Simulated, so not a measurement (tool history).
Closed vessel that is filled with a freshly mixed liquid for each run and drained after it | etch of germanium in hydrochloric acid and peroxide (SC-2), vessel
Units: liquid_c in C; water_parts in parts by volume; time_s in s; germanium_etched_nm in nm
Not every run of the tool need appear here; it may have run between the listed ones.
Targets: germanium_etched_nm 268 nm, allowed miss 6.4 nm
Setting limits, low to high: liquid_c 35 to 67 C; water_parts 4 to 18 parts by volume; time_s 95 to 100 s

run 1 hour=0 | liquid_c=51 water_parts=10 time_s=95 | germanium_etched_nm=197.52
run 2 hour=4.4 | liquid_c=52.5 water_parts=10 time_s=95 | germanium_etched_nm=205.06
run 3 hour=5.8 | liquid_c=52.5 water_parts=7 time_s=95 | germanium_etched_nm=214.96
run 4 hour=12.2 | liquid_c=53.5 water_parts=7 time_s=95 | germanium_etched_nm=219.84
run 5 hour=21.2 | liquid_c=53.5 water_parts=5 time_s=95 | germanium_etched_nm=221.83
run 6 hour=25.4 | liquid_c=54.5 water_parts=5 time_s=95 | germanium_etched_nm=231.81
run 7 hour=26.4 | liquid_c=55.5 water_parts=5 time_s=95 | germanium_etched_nm=234.39
run 8 hour=31.6 | liquid_c=55.5 water_parts=5 time_s=95 | germanium_etched_nm=240.85
run 9 hour=34.4 | liquid_c=56 water_parts=5 time_s=95 | germanium_etched_nm=241.6
-- hour=39.3 thermometer replaced
run 10 hour=39.3 | liquid_c=56.5 water_parts=5 time_s=95 | germanium_etched_nm=238.59
run 11 hour=43.5 | liquid_c=57.5 water_parts=5 time_s=95 | germanium_etched_nm=248.06
run 12 hour=45.8 | liquid_c=58 water_parts=5 time_s=95 | germanium_etched_nm=247.67
run 13 hour=47.8 | liquid_c=58 water_parts=5 time_s=95 | germanium_etched_nm=249.1
run 14 hour=48.9 | liquid_c=58.5 water_parts=5 time_s=95 | germanium_etched_nm=252.85
run 15 hour=55.8 | liquid_c=59 water_parts=5 time_s=95 | germanium_etched_nm=258.53

Next run, 4 choices. One meets every target within its allowed miss, the rest don't. Which?
run A hour=62.7 | liquid_c=61.5 water_parts=8 time_s=100 | germanium_etched_nm=?
run B hour=62.7 | liquid_c=60.5 water_parts=4 time_s=95 | germanium_etched_nm=?
run C hour=62.7 | liquid_c=60.5 water_parts=5 time_s=100 | germanium_etched_nm=?
run D hour=62.7 | liquid_c=63 water_parts=11 time_s=100 | germanium_etched_nm=?

move=A germanium_etched_nm=282.55
move=B germanium_etched_nm=268.89
move=C germanium_etched_nm=281.57
move=D germanium_etched_nm=285.57
A: carries the result that was furthest off beyond its target, to the other side
B: hits every target within its allowed miss
C: carries the result that was furthest off beyond its target, to the other side
D: carries the result that was furthest off beyond its target, to the other side
The move that meets every target is B.

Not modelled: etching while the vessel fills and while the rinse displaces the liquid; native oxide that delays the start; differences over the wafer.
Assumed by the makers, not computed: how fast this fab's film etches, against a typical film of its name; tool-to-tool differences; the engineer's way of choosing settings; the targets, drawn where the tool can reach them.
